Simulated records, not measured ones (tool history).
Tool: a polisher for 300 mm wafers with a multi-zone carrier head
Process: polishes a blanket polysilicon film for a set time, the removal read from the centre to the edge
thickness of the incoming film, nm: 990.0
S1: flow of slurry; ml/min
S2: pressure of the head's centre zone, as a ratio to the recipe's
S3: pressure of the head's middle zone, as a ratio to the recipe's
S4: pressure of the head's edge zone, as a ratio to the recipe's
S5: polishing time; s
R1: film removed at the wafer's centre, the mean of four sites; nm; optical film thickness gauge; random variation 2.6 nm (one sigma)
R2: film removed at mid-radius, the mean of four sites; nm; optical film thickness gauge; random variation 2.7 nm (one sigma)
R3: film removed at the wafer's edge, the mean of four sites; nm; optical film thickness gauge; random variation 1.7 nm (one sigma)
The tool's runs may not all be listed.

run	day	S1	S2	S3	S4	S5	R1	R2	R3
1	0	235	1	1	1	29	385.24	366.28	366.45
2	0.233	235	1	1	1.04	29	379.35	365.53	377.52
3	0.288	235	1	1	1.01	29	394.45	362.83	369.38
4	0.504	230	0.97	1.01	0.98	26	337.54	333.61	322.92
5	0.629	225	0.95	1	0.95	24	305.03	296.53	299.2
6	0.708	180	0.95	1	0.95	24	301.77	297.87	290.96
7	0.992	175	0.94	1.01	0.93	22	274.19	271.38	265.54
8	1.271	170	0.94	1.03	0.91	21	251.05	263.89	249.95
9	1.4	165	0.96	1.04	0.89	20	253.36	246.52	236.7
10	1.533	160	0.96	1.06	0.88	19	236.37	238.87	221.47
11	1.604	160	0.96	1.07	0.87	19	234.78	246.92	219.15

Run 12 comes next. What will it give?
12	1.879	160	0.96	1.07	0.86	18	?	?	?

R1: 219.3 nm
R2: 229.55 nm
R3: 209.88 nm
